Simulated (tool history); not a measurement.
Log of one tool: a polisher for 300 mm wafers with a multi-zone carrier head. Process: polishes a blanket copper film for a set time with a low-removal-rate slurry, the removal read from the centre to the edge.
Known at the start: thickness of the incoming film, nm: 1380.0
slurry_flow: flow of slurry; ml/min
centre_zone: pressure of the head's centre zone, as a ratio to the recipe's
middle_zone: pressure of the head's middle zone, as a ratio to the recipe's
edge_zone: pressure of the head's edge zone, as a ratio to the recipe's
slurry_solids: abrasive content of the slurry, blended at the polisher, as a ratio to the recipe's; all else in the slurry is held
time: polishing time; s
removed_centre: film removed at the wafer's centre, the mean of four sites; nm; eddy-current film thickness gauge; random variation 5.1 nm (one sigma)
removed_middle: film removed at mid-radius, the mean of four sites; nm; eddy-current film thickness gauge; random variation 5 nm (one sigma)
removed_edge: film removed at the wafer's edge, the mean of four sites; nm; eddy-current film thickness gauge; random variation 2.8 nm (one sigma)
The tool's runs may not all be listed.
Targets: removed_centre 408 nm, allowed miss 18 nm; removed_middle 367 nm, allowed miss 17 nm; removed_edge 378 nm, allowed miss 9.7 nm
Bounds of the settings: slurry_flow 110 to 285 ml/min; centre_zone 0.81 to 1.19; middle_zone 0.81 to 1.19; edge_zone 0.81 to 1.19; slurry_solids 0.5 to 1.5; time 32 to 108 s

run  hour  slurry_flow  centre_zone  middle_zone  edge_zone  slurry_solids  time  removed_centre  removed_middle  removed_edge
  1     0          180            1            1          1              1    70          273.48          279.77        276.47
  2   3.7          180            1         1.04          1              1    70          273.45          287.22        277.98
  3    10          180            1         1.04          1              1    85          333.24          336.42        343.56
  4  16.2          200         1.04         1.05       1.02           1.05    85          347.35          362.25        349.89
  5  18.8          195         1.08         1.01       1.04            1.1    86          369.45          360.28        359.79
  6  24.9          225         1.08         1.01       1.04            1.1    86          371.72          352.73        363.55
  7  31.7          230          1.1         1.01       1.05           1.15    86          386.33             366        366.03
  8    36          230         1.11            1       1.06           1.15    86          387.08          372.04        373.19
  9  36.7          230         1.12         0.98       1.06           1.15    86             393          347.45        369.34

Which of these 5 next moves meets every target?
  A  37.4          225         1.17         1.01       0.94            1.1   100               ?               ?             ?
  B  37.4          225         1.13         0.89       1.15            1.1    91               ?               ?             ?
  C  37.4          285         1.19         0.93          1           0.95    87               ?               ?             ?
  D  37.4          230         1.17            1        1.1            1.4    83               ?               ?             ?
  E  37.4          235         1.18         1.11       1.08           1.25    85               ?               ?             ?

move  removed_centre  removed_middle  removed_edge
   A          452.68          415.36        403.43
   B          401.66          341.87        406.06
   C          396.05          335.43        356.51
   D          398.39          362.48        383.02
   E          401.14          394.37        378.68
A: takes the result that was furthest off past its target
B: further off than the last run
C: further off than the last run
D: meets every target
E: takes the result that was furthest off past its target
Answer: D
